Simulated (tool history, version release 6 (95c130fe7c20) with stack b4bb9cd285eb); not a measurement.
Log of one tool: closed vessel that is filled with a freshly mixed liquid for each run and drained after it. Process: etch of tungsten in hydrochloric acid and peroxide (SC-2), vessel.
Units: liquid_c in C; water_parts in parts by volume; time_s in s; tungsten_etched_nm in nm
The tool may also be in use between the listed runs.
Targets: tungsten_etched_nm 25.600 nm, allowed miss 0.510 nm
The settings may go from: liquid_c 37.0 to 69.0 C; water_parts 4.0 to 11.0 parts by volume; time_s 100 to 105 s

{"run": 1, "hour": 0.0, "liquid_c": 53.0, "water_parts": 6.0, "time_s": 100, "tungsten_etched_nm": 20.524}
{"run": 2, "hour": 1.9, "liquid_c": 47.0, "water_parts": 6.0, "time_s": 100, "tungsten_etched_nm": 13.677}
{"run": 3, "hour": 4.9, "liquid_c": 50.0, "water_parts": 6.0, "time_s": 100, "tungsten_etched_nm": 17.029}
{"run": 4, "hour": 9.4, "liquid_c": 50.0, "water_parts": 6.0, "time_s": 105, "tungsten_etched_nm": 17.819}
{"run": 5, "hour": 12.2, "liquid_c": 44.0, "water_parts": 6.0, "time_s": 105, "tungsten_etched_nm": 11.916}
{"run": 6, "hour": 18.8, "liquid_c": 47.5, "water_parts": 6.0, "time_s": 105, "tungsten_etched_nm": 14.987}
{"run": 7, "hour": 22.0, "liquid_c": 50.0, "water_parts": 6.0, "time_s": 105, "tungsten_etched_nm": 17.819}
{"run": 8, "hour": 22.9, "liquid_c": 52.0, "water_parts": 6.0, "time_s": 105, "tungsten_etched_nm": 20.167}
{"run": 9, "hour": 28.1, "liquid_c": 53.0, "water_parts": 6.0, "time_s": 105, "tungsten_etched_nm": 21.746}
{"run": 10, "hour": 35.8, "liquid_c": 54.0, "water_parts": 6.0, "time_s": 105, "tungsten_etched_nm": 23.098}
{"run": 11, "hour": 38.5, "liquid_c": 54.5, "water_parts": 6.0, "time_s": 105, "tungsten_etched_nm": 23.829}
{"run": 12, "hour": 46.9, "liquid_c": 55.0, "water_parts": 6.0, "time_s": 105, "tungsten_etched_nm": 24.758}

5 next moves are on the table. One of them brings every result within its allowed miss. Which?
{"run": "A", "hour": 55.3, "liquid_c": 54.0, "water_parts": 5.5, "time_s": 100, "tungsten_etched_nm": "?"}
{"run": "B", "hour": 55.3, "liquid_c": 53.5, "water_parts": 5.0, "time_s": 105, "tungsten_etched_nm": "?"}
{"run": "C", "hour": 55.3, "liquid_c": 53.0, "water_parts": 5.0, "time_s": 100, "tungsten_etched_nm": "?"}
{"run": "D", "hour": 55.3, "liquid_c": 53.5, "water_parts": 5.0, "time_s": 100, "tungsten_etched_nm": "?"}
{"run": "E", "hour": 55.3, "liquid_c": 57.0, "water_parts": 7.0, "time_s": 100, "tungsten_etched_nm": "?"}

move=A tungsten_etched_nm=23.617
move=B tungsten_etched_nm=25.717
move=C tungsten_etched_nm=23.705
move=D tungsten_etched_nm=24.493
move=E tungsten_etched_nm=23.880
A: further off than the last run
B: meets every target
C: further off than the last run
D: further off than the last run
E: further off than the last run
Answer: B
